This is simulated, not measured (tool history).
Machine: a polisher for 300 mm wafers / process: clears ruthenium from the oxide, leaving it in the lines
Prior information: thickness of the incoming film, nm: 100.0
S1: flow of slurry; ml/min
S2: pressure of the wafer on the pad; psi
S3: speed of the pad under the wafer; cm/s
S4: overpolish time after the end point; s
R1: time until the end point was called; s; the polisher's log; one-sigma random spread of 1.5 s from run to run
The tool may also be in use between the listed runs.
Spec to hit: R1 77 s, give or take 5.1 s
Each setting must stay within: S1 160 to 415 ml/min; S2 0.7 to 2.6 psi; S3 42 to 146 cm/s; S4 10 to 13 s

run  hour   S1   S2  S3  S4      R1
  1     0  265  1.6  94  13  131.36
  2   6.5  265  1.6  94  13  133.23
  3  15.5  265  1.6  94  13  133.38
  4    23  265  1.8  96  13  114.81
  5  28.8  300  1.8  96  13  114.99
  6  30.5  300  1.8  82  13  135.81
  7  37.3  305  2.3  92  13  94.731
  8  38.6  305  2.4  94  13  90.711
  9  44.7  305  2.5  96  13  83.892
 10  47.9  305  2.5  98  13  82.912

Exactly one of the 5 candidate moves below puts every result within its allowed miss. Which one?
  A  51.1  270  2.5   94  10   ?
  B  51.1  300  2.5   88  11   ?
  C  51.1  265  2.4  100  13   ?
  D  51.1  160  2.4   94  10   ?
  E  51.1  230  2.6  104  10   ?

move      R1
   A  87.581
   B  92.329
   C  85.999
   D  98.664
   E  77.941
A: further off than the last run
B: further off than the last run
C: further off than the last run
D: further off than the last run
E: all results in spec
The move that meets every target is E.

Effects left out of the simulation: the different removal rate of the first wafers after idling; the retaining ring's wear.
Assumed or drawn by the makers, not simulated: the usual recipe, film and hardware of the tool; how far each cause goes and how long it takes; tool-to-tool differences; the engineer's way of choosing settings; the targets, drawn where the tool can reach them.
